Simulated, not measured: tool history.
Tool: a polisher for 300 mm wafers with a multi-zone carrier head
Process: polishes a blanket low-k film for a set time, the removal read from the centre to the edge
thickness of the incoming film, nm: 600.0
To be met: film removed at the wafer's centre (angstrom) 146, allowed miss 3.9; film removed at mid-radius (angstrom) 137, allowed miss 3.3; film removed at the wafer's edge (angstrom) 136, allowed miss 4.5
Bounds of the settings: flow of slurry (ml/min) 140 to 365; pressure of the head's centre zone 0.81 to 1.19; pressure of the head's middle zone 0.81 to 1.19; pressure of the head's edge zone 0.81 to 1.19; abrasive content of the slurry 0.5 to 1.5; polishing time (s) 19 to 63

run    day  flow of slurry (ml/min)  pressure of the head's centre zone  pressure of the head's middle zone  pressure of the head's edge zone  abrasive content of the slurry  polishing time (s)  film removed at the wafer's centre (angstrom)  film removed at mid-radius (angstrom)  film removed at the wafer's edge (angstrom)
  1      0                      235                                   1                                   1                                 1                               1                  41                                         93.447                                 94.853                                       90.499
  2  0.183                      235                                   1                                   1                                 1                               1                  35                                         78.805                                 79.141                                       77.009
  3  0.367                      235                                0.93                                   1                                 1                               1                  35                                         73.125                                 80.273                                       77.702
  4  0.696                      235                                0.85                                   1                                 1                               1                  35                                           66.5                                 80.915                                       78.347
  5  0.921                      180                                0.85                                   1                                 1                               1                  35                                         63.723                                  77.48                                       74.827
  6  1.112                      180                                0.85                                   1                                 1                             1.2                  35                                         68.886                                 83.875                                       81.642
  7  1.271                      245                                0.95                                1.09                               1.1                            1.45                  46                                         111.76                                 127.36                                       120.46
  8  1.571                      260                                0.99                                1.09                              1.12                            1.45                  47                                         122.42                                 134.31                                       124.72
     1.896  -- worn pad replaced by a new one
  9  1.896                      275                                1.01                                1.06                              1.14                            1.45                  47                                         139.04                                 146.35                                        141.2
 10  1.917                      275                                1.01                                1.06                              1.14                            1.45                  47                                          139.6                                 146.53                                       141.86
 11  2.033                      270                                1.03                                1.04                              1.12                             1.4                  47                                          139.6                                 142.15                                        139.5

Which of these 4 next moves meets every target?
  A  2.15                      275                                1.03                                1.02                              1.15                            1.45                  49                                              ?                                      ?                                            ?
  B  2.15                      285                                0.94                                1.03                              1.13                            1.45                  45                                              ?                                      ?                                            ?
  C  2.15                      275                                1.06                                1.07                              1.16                             1.2                  46                                              ?                                      ?                                            ?
  D  2.15                      260                                1.03                                0.94                              0.96                            1.45                  49                                              ?                                      ?                                            ?

move  film removed at the wafer's centre (angstrom)  film removed at mid-radius (angstrom)  film removed at the wafer's edge (angstrom)
   A                                         148.64                                 148.16                                       148.69
   B                                         125.02                                 137.78                                       135.86
   C                                         135.08                                 136.17                                       131.65
   D                                         147.53                                  137.5                                       137.22
A: brings the result that was furthest off to its target, and leaves another outside
B: further off than the last run
C: further off than the last run
D: meets every target
Answer: D
